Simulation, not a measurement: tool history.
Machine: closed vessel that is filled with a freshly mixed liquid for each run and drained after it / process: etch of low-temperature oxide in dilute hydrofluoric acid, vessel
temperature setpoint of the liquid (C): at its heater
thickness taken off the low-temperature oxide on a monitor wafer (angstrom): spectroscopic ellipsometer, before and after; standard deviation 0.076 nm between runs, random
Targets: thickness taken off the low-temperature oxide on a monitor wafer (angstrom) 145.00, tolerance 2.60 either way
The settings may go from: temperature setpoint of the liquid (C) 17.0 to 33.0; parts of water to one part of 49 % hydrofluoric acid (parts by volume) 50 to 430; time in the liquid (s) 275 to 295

run,hour,temperature setpoint of the liquid (C),parts of water to one part of 49 % hydrofluoric acid (parts by volume),time in the liquid (s),thickness taken off the low-temperature oxide on a monitor wafer (angstrom)
1,0.0,25.0,240,275,232.43
2,3.1,25.0,240,275,233.05
3,11.9,25.0,240,275,233.23
4,15.4,27.5,240,275,255.04
5,23.8,27.5,305,275,186.51
6,30.9,26.0,305,275,178.12
7,34.9,24.5,305,275,169.08
8,37.1,23.5,305,275,163.82
9,45.3,22.5,305,275,158.78
10,51.6,22.0,305,275,153.52
11,54.1,21.5,305,275,151.68
12,60.8,21.0,305,275,149.09

Which single option among these 5 for the next run brings every result within its allowed miss of target? Just one does.
A,67.5,20.0,310,275,?
B,67.5,21.5,325,275,?
C,67.5,17.5,270,275,?
D,67.5,22.5,315,280,?
E,67.5,17.0,290,290,?

move,thickness taken off the low-temperature oxide on a monitor wafer (angstrom)
A,140.85
B,139.88
C,152.59
D,153.62
E,144.49
A: pushes the last run's worst result past its target
B: pushes the last run's worst result past its target
C: the biggest miss grows against the last run
D: the biggest miss grows against the last run
E: hits every target within its allowed miss
The move that meets every target is E.
